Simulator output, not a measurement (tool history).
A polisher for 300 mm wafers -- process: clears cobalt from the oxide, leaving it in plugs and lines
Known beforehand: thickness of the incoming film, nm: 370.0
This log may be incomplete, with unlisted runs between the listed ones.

| run | hour | flow of slurry (ml/min) | pressure of the wafer on the pad (psi) | speed of the pad under the wafer (m/s) | overpolish time after the end point (s) | time until the end point was called (s) | dishing of a wide line in a test structure (Å) |
|---|---|---|---|---|---|---|---|
| 1 | 0.0 | 300 | 1.6 | 0.90 | 19 | 111.65 | 377.25 |
| 2 | 6.1 | 300 | 1.2 | 0.90 | 19 | 149.34 | 315.82 |
| 3 | 10.9 | 365 | 1.2 | 0.90 | 19 | 146.00 | 310.24 |
| 4 | 11.9 | 365 | 0.9 | 0.90 | 19 | 197.80 | 255.11 |
| 5 | 12.5 | 365 | 0.7 | 0.90 | 19 | 242.75 | 214.46 |
| 6 | 21.0 | 365 | 0.8 | 0.90 | 19 | 218.66 | 232.26 |
| 7 | 22.4 | 365 | 1.2 | 0.90 | 21 | 146.75 | 344.17 |
| 8 | 24.7 | 360 | 1.2 | 0.90 | 21 | 151.63 | 337.96 |

Run 9, settings as shown, results not yet in. Your forecast:
| 9 | 31.0 | 350 | 1.0 | 0.90 | 19 | ? | ? |

{"run 9": {"time until the end point was called (s)": 178.44, "dishing of a wide line in a test structure (Å)": 275.81}}
